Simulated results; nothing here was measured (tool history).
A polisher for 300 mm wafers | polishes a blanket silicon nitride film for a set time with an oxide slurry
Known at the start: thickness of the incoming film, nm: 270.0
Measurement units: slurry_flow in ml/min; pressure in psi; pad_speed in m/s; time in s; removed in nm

| run | day | slurry_flow | pressure | pad_speed | slurry_solids | time | removed |
|---|---|---|---|---|---|---|---|
| 1 | 0.000 | 195 | 2.3 | 1.20 | 1.0 | 36 | 17.377 |
| 2 | 0.229 | 245 | 2.3 | 1.20 | 1.0 | 36 | 17.773 |
| 3 | 0.346 | 270 | 2.3 | 1.20 | 1.0 | 36 | 17.823 |
| 4 | 0.538 | 270 | 2.3 | 1.20 | 0.8 | 36 | 15.157 |
| 5 | 0.579 | 270 | 2.2 | 1.20 | 0.8 | 36 | 14.549 |
| 6 | 0.812 | 270 | 2.1 | 1.20 | 0.8 | 36 | 14.082 |
| 7 | 1.054 | 270 | 2.0 | 1.20 | 0.8 | 36 | 13.514 |

The next listed run, before its measurement:
| 8 | 1.325 | 270 | 2.0 | 1.20 | 0.8 | 36 | ? |

{"run 8": {"removed": 13.466}}
